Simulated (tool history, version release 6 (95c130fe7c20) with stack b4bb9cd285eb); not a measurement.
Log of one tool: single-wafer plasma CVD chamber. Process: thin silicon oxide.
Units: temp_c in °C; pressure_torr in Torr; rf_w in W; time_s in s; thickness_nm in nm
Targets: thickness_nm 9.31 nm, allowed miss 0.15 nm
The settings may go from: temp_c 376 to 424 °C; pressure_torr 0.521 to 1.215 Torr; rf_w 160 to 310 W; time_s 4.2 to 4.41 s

{"run": 1, "day": 0.0, "temp_c": 400, "pressure_torr": 0.868, "rf_w": 235, "time_s": 4.41, "thickness_nm": 7.7595}
{"run": 2, "day": 0.029, "temp_c": 400, "pressure_torr": 0.868, "rf_w": 265, "time_s": 4.41, "thickness_nm": 8.0353}
{"run": 3, "day": 0.2, "temp_c": 400, "pressure_torr": 0.868, "rf_w": 235, "time_s": 4.41, "thickness_nm": 7.7185}
{"run": 4, "day": 0.233, "temp_c": 400, "pressure_torr": 0.868, "rf_w": 235, "time_s": 4.41, "thickness_nm": 7.7314}
{"run": 5, "day": 0.6, "temp_c": 400, "pressure_torr": 0.925, "rf_w": 235, "time_s": 4.41, "thickness_nm": 8.1097}
{"run": 6, "day": 0.804, "temp_c": 409, "pressure_torr": 0.925, "rf_w": 235, "time_s": 4.41, "thickness_nm": 8.0509}
{"run": 7, "day": 1.008, "temp_c": 409, "pressure_torr": 0.973, "rf_w": 235, "time_s": 4.41, "thickness_nm": 8.3926}
{"run": 8, "day": 1.212, "temp_c": 409, "pressure_torr": 1.008, "rf_w": 235, "time_s": 4.41, "thickness_nm": 8.5545}

4 next moves are on the table. One of them brings every result within its allowed miss. Which?
{"run": "A", "day": 1.417, "temp_c": 411, "pressure_torr": 0.931, "rf_w": 235, "time_s": 4.2, "thickness_nm": "?"}
{"run": "B", "day": 1.417, "temp_c": 400, "pressure_torr": 1.162, "rf_w": 240, "time_s": 4.32, "thickness_nm": "?"}
{"run": "C", "day": 1.417, "temp_c": 422, "pressure_torr": 1.141, "rf_w": 275, "time_s": 4.41, "thickness_nm": "?"}
{"run": "D", "day": 1.417, "temp_c": 390, "pressure_torr": 1.203, "rf_w": 245, "time_s": 4.32, "thickness_nm": "?"}

move=A thickness_nm=7.7233
move=B thickness_nm=9.2726
move=C thickness_nm=9.6128
move=D thickness_nm=9.5813
A: further off than the last run
B: meets every target
C: takes the result that was furthest off past its target
D: takes the result that was furthest off past its target
Answer: B
